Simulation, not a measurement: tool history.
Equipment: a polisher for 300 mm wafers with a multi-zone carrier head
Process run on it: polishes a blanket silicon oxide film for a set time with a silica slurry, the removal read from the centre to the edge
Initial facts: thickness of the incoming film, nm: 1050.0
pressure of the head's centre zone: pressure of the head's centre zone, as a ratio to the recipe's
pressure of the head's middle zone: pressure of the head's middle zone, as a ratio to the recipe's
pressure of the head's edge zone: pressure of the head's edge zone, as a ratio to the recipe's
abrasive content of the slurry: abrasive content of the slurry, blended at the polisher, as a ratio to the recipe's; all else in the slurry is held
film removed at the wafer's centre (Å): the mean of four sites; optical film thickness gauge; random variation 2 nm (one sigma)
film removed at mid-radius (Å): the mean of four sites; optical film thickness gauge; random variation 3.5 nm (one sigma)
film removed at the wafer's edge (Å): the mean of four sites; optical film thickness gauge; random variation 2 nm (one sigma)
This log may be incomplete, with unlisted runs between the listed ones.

| run | hour | flow of slurry (ml/min) | pressure of the head's centre zone | pressure of the head's middle zone | pressure of the head's edge zone | abrasive content of the slurry | polishing time (s) | film removed at the wafer's centre (Å) | film removed at mid-radius (Å) | film removed at the wafer's edge (Å) |
|---|---|---|---|---|---|---|---|---|---|---|
| 1 | 0 | 205 | 1 | 1 | 1 | 1 | 66 | 1937 | 1932.8 | 1940.8 |
| 2 | 7.9 | 205 | 1.04 | 1 | 1 | 1 | 66 | 2003.1 | 1971.7 | 1946.8 |
| 3 | 14.9 | 215 | 1.05 | 1.04 | 1.05 | 1.15 | 68 | 2200 | 2238.5 | 2162.7 |
| 4 | 23.2 | 215 | 1.05 | 0.97 | 1.05 | 1.15 | 68 | 2201.9 | 2079.5 | 2181 |
| 5 | 24.6 | 215 | 1.05 | 0.97 | 1.02 | 1.15 | 68 | 2201.9 | 2096.8 | 2132.1 |
| 6 | 29.4 | 180 | 1.05 | 0.97 | 1.02 | 1.15 | 68 | 2163.3 | 2056.4 | 2091.4 |
| 7 | 36 | 200 | 1.06 | 1.02 | 1.06 | 1.25 | 70 | 2379.6 | 2305.1 | 2309 |
| 8 | 37.3 | 220 | 1.06 | 1.07 | 1.09 | 1.3 | 72 | 2490.3 | 2514.3 | 2437.9 |
| 9 | 44.9 | 230 | 1.06 | 1.1 | 1.11 | 1.35 | 74 | 2600.3 | 2778.9 | 2600.2 |

Predict the results of run 10:
| 10 | 48.2 | 240 | 1.07 | 1.11 | 1.13 | 1.4 | 75 | ? | ? | ? |

{"run 10": {"film removed at the wafer's centre (Å)": 2734.2, "film removed at mid-radius (Å)": 2814.8, "film removed at the wafer's edge (Å)": 2661.3}}

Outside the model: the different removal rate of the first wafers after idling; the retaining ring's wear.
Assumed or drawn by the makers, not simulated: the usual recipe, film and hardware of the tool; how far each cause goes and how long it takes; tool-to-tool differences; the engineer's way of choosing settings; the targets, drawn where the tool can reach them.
